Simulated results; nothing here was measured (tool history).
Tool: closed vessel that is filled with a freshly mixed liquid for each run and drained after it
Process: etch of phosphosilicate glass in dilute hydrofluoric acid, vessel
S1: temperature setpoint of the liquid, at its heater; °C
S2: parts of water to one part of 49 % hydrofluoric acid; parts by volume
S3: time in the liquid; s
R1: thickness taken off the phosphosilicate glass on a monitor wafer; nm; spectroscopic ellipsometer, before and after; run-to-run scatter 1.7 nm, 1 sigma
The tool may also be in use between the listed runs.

run	hour	S1	S2	S3	R1
1	0.0	22.0	120	100	99.033
2	9.0	20.0	120	100	91.972
3	16.4	20.0	105	100	105.610
4	21.7	20.0	105	105	111.740
5	27.6	20.0	130	105	88.226
6	34.7	22.0	115	105	108.820
7	36.0	23.5	100	105	135.860

Predict the results of run 8:
8	38.1	24.5	90	105	?

R1: 159.130 nm
